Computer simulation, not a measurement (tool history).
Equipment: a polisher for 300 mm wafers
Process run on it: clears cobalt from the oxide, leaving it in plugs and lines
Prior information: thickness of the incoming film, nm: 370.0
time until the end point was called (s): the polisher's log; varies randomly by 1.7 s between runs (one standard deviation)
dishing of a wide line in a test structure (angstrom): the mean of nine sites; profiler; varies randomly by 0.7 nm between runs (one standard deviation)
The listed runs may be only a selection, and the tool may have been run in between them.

run  hour  flow of slurry (ml/min)  pressure of the wafer on the pad (psi)  speed of the pad under the wafer (cm/s)  overpolish time after the end point (s)  time until the end point was called (s)  dishing of a wide line in a test structure (angstrom)
  1     0                      180                                     2.2                                      122                                       27                                   63.686                                                 343.62
  2   5.6                      180                                     2.1                                      122                                       24                                   66.829                                                 337.33
  3   9.6                      180                                       2                                      122                                       21                                   70.359                                                  325.3
  4  10.3                      160                                       2                                      122                                       21                                   71.535                                                  324.5
  5  16.9                      150                                     1.9                                      122                                       19                                   74.898                                                 321.98
  6  20.1                      150                                     2.3                                      122                                       19                                   61.319                                                 328.71
  7  28.6                      145                                     2.2                                      122                                       17                                   65.163                                                 319.17
  8  31.8                      140                                     2.1                                      122                                       16                                   67.648                                                 304.08
  9  35.8                      140                                       2                                      122                                       15                                   72.622                                                 307.04
 10  44.7                      135                                     1.8                                      104                                        8                                   94.152                                                 202.53
 11  46.8                      135                                     1.8                                      106                                       10                                   89.773                                                 227.03

Run 12 has not been measured yet. What should we expect?
 12  52.4                      135                                     1.8                                      108                                       11                                        ?                                                      ?

{"run 12": {"time until the end point was called (s)": 88.464, "dishing of a wide line in a test structure (angstrom)": 241.84}}
